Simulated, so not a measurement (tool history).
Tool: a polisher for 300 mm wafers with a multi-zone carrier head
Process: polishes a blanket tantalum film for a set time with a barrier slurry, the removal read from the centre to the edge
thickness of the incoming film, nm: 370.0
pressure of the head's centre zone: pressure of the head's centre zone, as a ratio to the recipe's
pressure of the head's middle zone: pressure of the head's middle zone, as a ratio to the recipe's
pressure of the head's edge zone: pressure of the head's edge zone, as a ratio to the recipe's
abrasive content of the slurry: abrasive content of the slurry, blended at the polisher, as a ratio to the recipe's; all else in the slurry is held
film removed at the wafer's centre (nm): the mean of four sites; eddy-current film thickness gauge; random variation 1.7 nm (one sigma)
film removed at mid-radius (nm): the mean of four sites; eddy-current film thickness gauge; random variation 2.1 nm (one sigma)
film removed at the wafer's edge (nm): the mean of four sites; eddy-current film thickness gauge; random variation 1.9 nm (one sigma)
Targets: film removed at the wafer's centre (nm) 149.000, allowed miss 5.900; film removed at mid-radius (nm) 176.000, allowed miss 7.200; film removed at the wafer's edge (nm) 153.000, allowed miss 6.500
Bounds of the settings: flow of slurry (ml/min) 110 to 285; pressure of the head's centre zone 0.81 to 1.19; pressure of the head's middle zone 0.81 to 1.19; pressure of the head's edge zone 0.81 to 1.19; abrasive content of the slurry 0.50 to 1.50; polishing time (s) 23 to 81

run  hour  flow of slurry (ml/min)  pressure of the head's centre zone  pressure of the head's middle zone  pressure of the head's edge zone  abrasive content of the slurry  polishing time (s)  film removed at the wafer's centre (nm)  film removed at mid-radius (nm)  film removed at the wafer's edge (nm)
  1   0.0                      180                                1.00                                1.00                              1.00                            1.00                  52                                  108.450                          115.930                                114.890
  2   8.8                      180                                1.06                                1.00                              1.00                            1.00                  52                                  117.960                          113.340                                113.330
  3  12.6                      180                                1.06                                1.00                              0.95                            1.00                  52                                  115.900                          112.030                                109.390
  4  18.5                      180                                1.06                                1.00                              0.95                            1.00                  44                                   97.584                           95.425                                 95.168
  5  19.3                      180                                1.06                                0.92                              0.95                            1.00                  44                                   99.516                           91.018                                 94.444
  6  25.7                      195                                1.05                                0.98                              0.96                            1.10                  47                                  106.400                          106.840                                102.430
  7  27.7                      195                                1.04                                1.00                              0.99                            1.20                  50                                  113.070                          114.880                                114.120
  8  30.9                      210                                1.04                                1.03                              1.00                            1.25                  52                                  121.610                          126.080                                122.230
  9  33.5                      220                                1.04                                1.06                              1.00                            1.30                  54                                  128.840                          134.690                                128.230
 10  38.6                      230                                1.03                                1.09                              1.00                            1.35                  55                                  132.110                          142.100                                129.840
     46.2  -- worn pad replaced by a new one
 11  46.2                      235                                1.02                                1.11                              1.01                            1.40                  56                                  151.690                          167.030                                150.670
 12  54.3                      235                                1.01                                1.11                              1.00                            1.40                  56                                  144.840                          162.780                                151.010

4 next moves are on the table. One of them brings every result within its allowed miss. Which?
  A  62.4                      255                                0.96                                0.97                              0.99                            1.45                  57                                        ?                                ?                                      ?
  B  62.4                      270                                1.04                                1.02                              1.02                            1.40                  55                                        ?                                ?                                      ?
  C  62.4                      220                                0.98                                1.13                              0.98                            1.10                  62                                        ?                                ?                                      ?
  D  62.4                      210                                0.96                                1.12                              1.10                            1.15                  58                                        ?                                ?                                      ?

move  film removed at the wafer's centre (nm)  film removed at mid-radius (nm)  film removed at the wafer's edge (nm)
   A                                  145.070                          157.880                                152.350
   B                                  151.720                          158.690                                148.680
   C                                  150.130                          182.310                                154.020
   D                                  138.040                          169.950                                153.370
A: further off than the last run
B: further off than the last run
C: meets every target
D: brings the result that was furthest off to its target, and leaves another outside
The right move is C.
